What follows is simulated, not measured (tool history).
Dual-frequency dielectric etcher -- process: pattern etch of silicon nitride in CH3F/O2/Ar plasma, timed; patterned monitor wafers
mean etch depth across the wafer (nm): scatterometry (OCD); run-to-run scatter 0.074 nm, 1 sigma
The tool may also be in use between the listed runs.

run  hour  source power (W)  bias power (W)  etch time (s)  mean etch depth across the wafer (nm)
  1     0               360              62             40                                 22.186
  2   2.1               330              58           39.5                                 20.464
  3    10               280              58           39.5                                 18.602
  4  10.7               280              58             40                                 18.797
  5  19.5               320              58             40                                 20.311
  6  25.6               300              57             40                                   19.6
  7    30               290              57             40                                 19.061

Run 8 is up next; what results do you expect?
  8  35.9               280              57             40                                      ?

{"run 8": {"mean etch depth across the wafer (nm)": 18.836}}
